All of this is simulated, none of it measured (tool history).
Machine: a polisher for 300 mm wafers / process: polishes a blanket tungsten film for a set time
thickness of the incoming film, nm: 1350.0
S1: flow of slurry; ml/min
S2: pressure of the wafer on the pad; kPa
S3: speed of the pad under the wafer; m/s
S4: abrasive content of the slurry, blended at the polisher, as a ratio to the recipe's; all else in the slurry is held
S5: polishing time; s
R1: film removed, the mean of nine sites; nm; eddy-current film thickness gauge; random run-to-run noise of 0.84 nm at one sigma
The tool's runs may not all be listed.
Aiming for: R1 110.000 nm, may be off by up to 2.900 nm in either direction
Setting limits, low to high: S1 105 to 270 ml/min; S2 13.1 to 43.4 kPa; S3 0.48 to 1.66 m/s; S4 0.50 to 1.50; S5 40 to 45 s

run 1 hour=0.0 | S1=175 S2=28.3 S3=1.06 S4=1.00 S5=45 | R1=219.210
run 2 hour=4.7 | S1=195 S2=28.3 S3=1.06 S4=1.00 S5=45 | R1=228.540
run 3 hour=12.5 | S1=185 S2=26.2 S3=1.04 S4=1.00 S5=45 | R1=202.940
run 4 hour=21.4 | S1=175 S2=24.1 S3=1.04 S4=1.00 S5=45 | R1=184.400
run 5 hour=24.3 | S1=175 S2=24.1 S3=1.14 S4=1.00 S5=45 | R1=204.280
run 6 hour=32.0 | S1=155 S2=24.1 S3=1.14 S4=1.00 S5=45 | R1=197.700
run 7 hour=37.4 | S1=150 S2=22.8 S3=1.12 S4=1.00 S5=45 | R1=184.220
run 8 hour=41.2 | S1=145 S2=21.4 S3=1.10 S4=1.00 S5=45 | R1=169.370
run 9 hour=44.6 | S1=140 S2=20.0 S3=1.08 S4=1.00 S5=45 | R1=156.390
run 10 hour=48.9 | S1=135 S2=18.6 S3=1.08 S4=1.00 S5=45 | R1=142.200
run 11 hour=56.6 | S1=135 S2=18.6 S3=1.08 S4=1.00 S5=45 | R1=143.140

Which single option among these 4 for the next run brings every result within its allowed miss of target? Just one does.
run A hour=64.3 | S1=180 S2=16.5 S3=1.00 S4=0.90 S5=40 | R1=?
run B hour=64.3 | S1=130 S2=15.2 S3=0.96 S4=0.95 S5=41 | R1=?
run C hour=64.3 | S1=125 S2=23.4 S3=1.22 S4=1.05 S5=45 | R1=?
run D hour=64.3 | S1=175 S2=14.5 S3=0.96 S4=1.00 S5=40 | R1=?

move=A R1=109.690
move=B R1=94.210
move=C R1=199.170
move=D R1=94.081
A: hits every target within its allowed miss
B: takes the biggest miss from the last run beyond its target
C: lands further from the targets than the last run did
D: takes the biggest miss from the last run beyond its target
So the answer is move A, the one that meets all the targets.
